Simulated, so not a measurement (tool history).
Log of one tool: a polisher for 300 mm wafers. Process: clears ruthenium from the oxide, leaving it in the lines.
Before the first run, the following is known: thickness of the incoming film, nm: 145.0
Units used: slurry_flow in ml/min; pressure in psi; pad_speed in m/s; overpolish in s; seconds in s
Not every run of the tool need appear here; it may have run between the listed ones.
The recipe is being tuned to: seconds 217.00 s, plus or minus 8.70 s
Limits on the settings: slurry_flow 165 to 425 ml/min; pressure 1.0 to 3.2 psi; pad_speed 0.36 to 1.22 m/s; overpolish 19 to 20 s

run  hour  slurry_flow  pressure  pad_speed  overpolish  seconds
  1   0.0          275       2.1       0.78          19   179.16
  2   7.2          275       2.0       0.78          19   189.49
  3  10.9          275       2.0       0.96          19   154.25
  4  17.0          275       1.9       0.96          19   163.36
  5  18.3          275       1.9       0.96          19   161.20
  6  19.7          275       1.8       0.96          19   172.91
  7  26.6          275       1.7       0.96          19   180.56
  8  34.5          275       1.7       0.96          19   182.53
  9  35.3          275       1.5       0.96          19   202.04

Which of these 5 next moves meets every target?
  A  36.1          295       1.3       0.92          20        ?
  B  36.1          320       1.4       0.86          19        ?
  C  36.1          310       1.6       1.00          19        ?
  D  36.1          325       1.6       0.84          19        ?
  E  36.1          380       1.3       0.94          20        ?

move  seconds
   A   244.93
   B   241.84
   C   184.24
   D   217.41
   E   234.70
A: takes the biggest miss from the last run beyond its target
B: takes the biggest miss from the last run beyond its target
C: lands further from the targets than the last run did
D: all results land within tolerance of their targets
E: takes the biggest miss from the last run beyond its target
D is the move that brings every result within its allowed miss.
